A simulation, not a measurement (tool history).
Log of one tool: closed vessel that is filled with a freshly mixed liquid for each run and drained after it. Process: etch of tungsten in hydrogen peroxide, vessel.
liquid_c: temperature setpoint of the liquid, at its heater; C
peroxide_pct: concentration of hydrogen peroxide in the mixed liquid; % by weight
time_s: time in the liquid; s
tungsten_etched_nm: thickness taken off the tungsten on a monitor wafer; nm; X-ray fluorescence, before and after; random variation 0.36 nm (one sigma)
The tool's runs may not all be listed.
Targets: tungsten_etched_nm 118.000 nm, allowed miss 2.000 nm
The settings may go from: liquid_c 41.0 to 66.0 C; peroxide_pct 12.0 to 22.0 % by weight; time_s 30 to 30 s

| run | hour | liquid_c | peroxide_pct | time_s | tungsten_etched_nm |
|---|---|---|---|---|---|
| 1 | 0.0 | 57.0 | 15.0 | 30 | 66.202 |
| 2 | 7.9 | 52.5 | 15.0 | 30 | 50.610 |
| 3 | 9.1 | 45.5 | 15.0 | 30 | 32.927 |
| 4 | 15.8 | 45.5 | 16.0 | 30 | 34.291 |
| 5 | 21.3 | 50.0 | 16.0 | 30 | 44.867 |
| 6 | 24.0 | 50.0 | 13.0 | 30 | 40.406 |
| 7 | 27.7 | 53.0 | 13.5 | 30 | 49.925 |
| 8 | 30.4 | 55.5 | 14.0 | 30 | 58.688 |
| 9 | 36.7 | 57.5 | 14.5 | 30 | 67.249 |
| 10 | 39.1 | 59.0 | 15.0 | 30 | 74.005 |
| 11 | 44.0 | 60.5 | 15.5 | 30 | 82.988 |
| 12 | 51.6 | 61.5 | 15.5 | 30 | 87.394 |
| 13 | 53.7 | 61.5 | 15.5 | 30 | 87.542 |
| 14 | 61.7 | 62.5 | 15.5 | 30 | 92.543 |
| 15 | 66.7 | 62.5 | 15.5 | 30 | 92.820 |
| 16 | 69.1 | 63.0 | 15.5 | 30 | 94.964 |
| 17 | 78.2 | 63.5 | 16.0 | 30 | 99.727 |

Which of these 5 next moves meets every target?
| A | 87.3 | 66.0 | 15.5 | 30 | ? |
| B | 87.3 | 64.5 | 20.0 | 30 | ? |
| C | 87.3 | 66.0 | 16.0 | 30 | ? |
| D | 87.3 | 65.0 | 17.0 | 30 | ? |
| E | 87.3 | 65.0 | 17.5 | 30 | ? |

| move | tungsten_etched_nm |
|---|---|
| A | 112.990 |
| B | 118.050 |
| C | 114.790 |
| D | 111.920 |
| E | 113.560 |
A: nearer than the last run, and not there yet
B: meets every target
C: nearer than the last run, and not there yet
D: nearer than the last run, and not there yet
E: nearer than the last run, and not there yet
Move B is the one to make.

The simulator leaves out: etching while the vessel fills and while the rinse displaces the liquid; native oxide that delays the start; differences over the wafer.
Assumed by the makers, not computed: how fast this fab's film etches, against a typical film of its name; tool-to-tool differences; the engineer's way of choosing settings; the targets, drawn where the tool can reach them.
